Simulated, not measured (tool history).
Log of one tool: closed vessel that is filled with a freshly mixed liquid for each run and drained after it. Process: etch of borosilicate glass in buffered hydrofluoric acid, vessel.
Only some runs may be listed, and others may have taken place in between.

run,hour,temperature setpoint of the liquid (C),parts of 40 % ammonium fluoride to one part of 49 % hydrofluoric acid (parts by volume),time in the liquid (s),thickness taken off the borosilicate glass on a monitor wafer (Å)
1,0,21,18.5,105,518.5
2,3.4,21,13.5,105,710.66
3,7.9,22,13.5,105,743.72
4,14.4,22,13.5,105,748.97
5,20.3,18.5,13.5,105,617.74
6,24.3,18.5,10.5,105,789.6

Run 7 is up next; what results do you expect?
7,30.3,19.5,10.5,105,?

Run 7 measured thickness taken off the borosilicate glass on a monitor wafer (Å) 839.13.
